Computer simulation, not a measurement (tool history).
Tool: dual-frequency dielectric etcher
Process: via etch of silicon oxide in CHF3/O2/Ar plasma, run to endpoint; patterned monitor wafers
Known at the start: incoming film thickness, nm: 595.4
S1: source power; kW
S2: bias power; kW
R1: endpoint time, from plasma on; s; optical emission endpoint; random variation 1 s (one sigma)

run	hour	S1	S2	R1
1	0.0	0.510	0.152	343.08
2	3.5	0.440	0.152	359.27
3	8.7	0.440	0.165	347.69
4	15.3	0.400	0.165	358.23
5	23.0	0.340	0.165	379.92
6	25.0	0.430	0.165	352.94
7	26.7	0.430	0.165	349.26
8	32.0	0.480	0.168	335.00
9	36.7	0.580	0.185	301.67

The next listed run, before its measurement:
10	40.4	0.580	0.185	?

Run 10 gave R1 299.12 s.
